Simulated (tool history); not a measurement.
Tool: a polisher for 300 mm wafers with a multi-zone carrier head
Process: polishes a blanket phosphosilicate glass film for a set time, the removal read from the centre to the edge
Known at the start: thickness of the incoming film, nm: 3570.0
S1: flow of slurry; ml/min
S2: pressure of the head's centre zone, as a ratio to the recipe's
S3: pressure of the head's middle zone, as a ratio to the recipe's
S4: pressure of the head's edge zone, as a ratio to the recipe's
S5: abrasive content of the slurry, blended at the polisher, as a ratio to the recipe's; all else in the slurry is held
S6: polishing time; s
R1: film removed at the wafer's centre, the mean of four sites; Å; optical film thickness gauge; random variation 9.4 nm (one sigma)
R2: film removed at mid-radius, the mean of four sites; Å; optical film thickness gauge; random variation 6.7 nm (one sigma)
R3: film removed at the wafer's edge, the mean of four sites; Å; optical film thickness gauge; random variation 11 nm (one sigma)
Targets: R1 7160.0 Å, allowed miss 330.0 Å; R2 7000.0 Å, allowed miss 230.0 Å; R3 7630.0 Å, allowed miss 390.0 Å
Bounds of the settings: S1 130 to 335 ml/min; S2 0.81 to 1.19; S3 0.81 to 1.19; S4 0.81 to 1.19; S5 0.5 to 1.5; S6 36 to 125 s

| run | day | S1 | S2 | S3 | S4 | S5 | S6 | R1 | R2 | R3 |
|---|---|---|---|---|---|---|---|---|---|---|
| 1 | 0.000 | 215 | 1.00 | 1.00 | 1.00 | 1.0 | 80 | 4904.5 | 4432.0 | 4365.0 |
| 2 | 0.058 | 185 | 1.00 | 1.00 | 1.00 | 1.0 | 80 | 4780.5 | 4384.4 | 4312.3 |
| 3 | 0.433 | 185 | 1.00 | 1.00 | 1.00 | 1.1 | 80 | 4906.9 | 4660.3 | 4546.6 |
| 4 | 0.679 | 185 | 1.00 | 0.96 | 1.00 | 1.1 | 80 | 4966.8 | 4488.1 | 4506.2 |
| 5 | 0.892 | 185 | 1.00 | 0.96 | 1.06 | 1.1 | 80 | 5042.8 | 4490.6 | 4649.9 |
| 6 | 1.054 | 185 | 1.00 | 0.96 | 1.06 | 1.1 | 64 | 4011.4 | 3632.7 | 3679.9 |
| 7 | 1.133 | 180 | 0.98 | 0.96 | 1.09 | 1.2 | 74 | 4682.9 | 4229.1 | 4481.6 |
| 8 | 1.475 | 175 | 0.97 | 0.98 | 1.10 | 1.3 | 82 | 5298.4 | 4949.4 | 5219.2 |
| 9 | 1.588 | 175 | 0.97 | 0.98 | 1.10 | 1.3 | 82 | 5419.4 | 5007.2 | 5337.2 |
| 10 | 1.800 | 190 | 0.93 | 1.01 | 1.19 | 1.5 | 102 | 6694.7 | 6698.4 | 7068.7 |
| 11 | 2.142 | 190 | 0.93 | 1.00 | 1.19 | 1.5 | 104 | 6929.3 | 6809.0 | 7224.2 |

Which of these 5 next moves meets every target?
| A | 2.483 | 220 | 0.93 | 1.07 | 1.15 | 1.5 | 105 | ? | ? | ? |
| B | 2.483 | 170 | 0.83 | 0.92 | 1.14 | 1.5 | 110 | ? | ? | ? |
| C | 2.483 | 135 | 0.95 | 0.99 | 1.16 | 1.5 | 115 | ? | ? | ? |
| D | 2.483 | 225 | 1.03 | 1.02 | 1.09 | 1.5 | 97 | ? | ? | ? |
| E | 2.483 | 250 | 0.89 | 1.04 | 1.14 | 1.4 | 104 | ? | ? | ? |

| move | R1 | R2 | R3 |
|---|---|---|---|
| A | 7043.3 | 7581.8 | 7287.1 |
| B | 6298.8 | 6752.1 | 7402.2 |
| C | 7180.6 | 7169.2 | 7558.4 |
| D | 7229.2 | 6747.7 | 6573.9 |
| E | 6623.3 | 7267.3 | 7093.7 |
A: brings the result that was furthest off to its target, and leaves another outside
B: brings the result that was furthest off to its target, and leaves another outside
C: meets every target
D: further off than the last run
E: further off than the last run
Move C is the one to make.
